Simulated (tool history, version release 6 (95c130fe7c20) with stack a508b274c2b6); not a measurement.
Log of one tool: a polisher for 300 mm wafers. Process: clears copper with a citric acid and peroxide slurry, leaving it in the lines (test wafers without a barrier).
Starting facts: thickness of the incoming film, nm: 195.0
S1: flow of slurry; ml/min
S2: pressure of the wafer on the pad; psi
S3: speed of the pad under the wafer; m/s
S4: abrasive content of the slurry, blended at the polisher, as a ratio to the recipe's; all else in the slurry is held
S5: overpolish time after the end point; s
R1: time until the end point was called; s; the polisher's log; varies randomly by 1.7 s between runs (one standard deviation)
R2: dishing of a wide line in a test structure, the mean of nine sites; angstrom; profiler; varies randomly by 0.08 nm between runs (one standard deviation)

Run 1, hour 0.0: S1 210 ml/min, S2 2.2 psi, S3 0.88 m/s, S4 1.00, S5 9 s. Result: R1 115.59 s, R2 105.590 angstrom.
Run 2, hour 8.2: S1 210 ml/min, S2 2.1 psi, S3 0.90 m/s, S4 1.00, S5 8 s. Result: R1 117.59 s, R2 92.046 angstrom.
Run 3, hour 14.6: S1 205 ml/min, S2 1.9 psi, S3 0.96 m/s, S4 0.95, S5 7 s. Result: R1 120.76 s, R2 80.050 angstrom.
Run 4, hour 23.5: S1 195 ml/min, S2 1.8 psi, S3 1.00 m/s, S4 0.90, S5 6 s. Result: R1 126.38 s, R2 66.947 angstrom.
Run 5, hour 29.1: S1 180 ml/min, S2 1.7 psi, S3 1.06 m/s, S4 0.80, S5 5 s. Result: R1 121.61 s, R2 56.449 angstrom.
Run 6, hour 30.9: S1 180 ml/min, S2 2.2 psi, S3 1.06 m/s, S4 0.80, S5 5 s. Result: R1 101.64 s, R2 69.056 angstrom.

Run 7 comes next. What will it give?
Run 7, hour 39.2: S1 165 ml/min, S2 2.0 psi, S3 1.10 m/s, S4 0.75, S5 5 s. Result: R1 ?, R2 ?.

R1: 110.35 s
R2: 66.672 angstrom
